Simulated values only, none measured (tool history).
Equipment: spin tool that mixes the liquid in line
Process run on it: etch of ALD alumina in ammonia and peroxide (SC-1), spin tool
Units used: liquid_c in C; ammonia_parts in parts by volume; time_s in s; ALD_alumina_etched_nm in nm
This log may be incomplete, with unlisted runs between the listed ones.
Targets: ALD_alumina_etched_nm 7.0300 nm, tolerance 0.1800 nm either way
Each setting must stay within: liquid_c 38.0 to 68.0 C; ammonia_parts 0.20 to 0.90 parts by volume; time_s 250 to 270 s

{"run": 1, "hour": 0.0, "liquid_c": 52.0, "ammonia_parts": 0.5, "time_s": 250, "ALD_alumina_etched_nm": 12.46}
{"run": 2, "hour": 2.6, "liquid_c": 52.0, "ammonia_parts": 0.4, "time_s": 250, "ALD_alumina_etched_nm": 12.186}
{"run": 3, "hour": 6.3, "liquid_c": 52.0, "ammonia_parts": 0.4, "time_s": 270, "ALD_alumina_etched_nm": 13.176}
{"run": 4, "hour": 13.3, "liquid_c": 48.5, "ammonia_parts": 0.4, "time_s": 270, "ALD_alumina_etched_nm": 10.86}
{"run": 5, "hour": 19.8, "liquid_c": 53.5, "ammonia_parts": 0.4, "time_s": 270, "ALD_alumina_etched_nm": 14.329}
{"run": 6, "hour": 28.7, "liquid_c": 49.5, "ammonia_parts": 0.4, "time_s": 270, "ALD_alumina_etched_nm": 11.459}
{"run": 7, "hour": 33.2, "liquid_c": 47.0, "ammonia_parts": 0.4, "time_s": 270, "ALD_alumina_etched_nm": 9.9698}
{"run": 8, "hour": 40.4, "liquid_c": 45.0, "ammonia_parts": 0.4, "time_s": 270, "ALD_alumina_etched_nm": 9.0144}
{"run": 9, "hour": 42.3, "liquid_c": 43.5, "ammonia_parts": 0.4, "time_s": 270, "ALD_alumina_etched_nm": 8.2094}
{"run": 10, "hour": 45.0, "liquid_c": 42.5, "ammonia_parts": 0.4, "time_s": 270, "ALD_alumina_etched_nm": 7.757}
{"run": 11, "hour": 49.6, "liquid_c": 42.0, "ammonia_parts": 0.4, "time_s": 270, "ALD_alumina_etched_nm": 7.501}
{"run": 12, "hour": 57.2, "liquid_c": 41.5, "ammonia_parts": 0.4, "time_s": 270, "ALD_alumina_etched_nm": 7.3039}

Which of these 5 next moves meets every target?
{"run": "A", "hour": 64.8, "liquid_c": 42.0, "ammonia_parts": 0.4, "time_s": 270, "ALD_alumina_etched_nm": "?"}
{"run": "B", "hour": 64.8, "liquid_c": 43.5, "ammonia_parts": 0.4, "time_s": 250, "ALD_alumina_etched_nm": "?"}
{"run": "C", "hour": 64.8, "liquid_c": 42.0, "ammonia_parts": 0.4, "time_s": 250, "ALD_alumina_etched_nm": "?"}
{"run": "D", "hour": 64.8, "liquid_c": 42.0, "ammonia_parts": 0.4, "time_s": 265, "ALD_alumina_etched_nm": "?"}
{"run": "E", "hour": 64.8, "liquid_c": 40.0, "ammonia_parts": 0.35, "time_s": 270, "ALD_alumina_etched_nm": "?"}

move=A ALD_alumina_etched_nm=7.4913
move=B ALD_alumina_etched_nm=7.5655
move=C ALD_alumina_etched_nm=6.9364
move=D ALD_alumina_etched_nm=7.3526
move=E ALD_alumina_etched_nm=6.5783
A: lands further from the targets than the last run did
B: lands further from the targets than the last run did
C: all results in spec
D: lands further from the targets than the last run did
E: carries the result that was furthest off beyond its target, to the other side
C is the move that brings every result within its allowed miss.
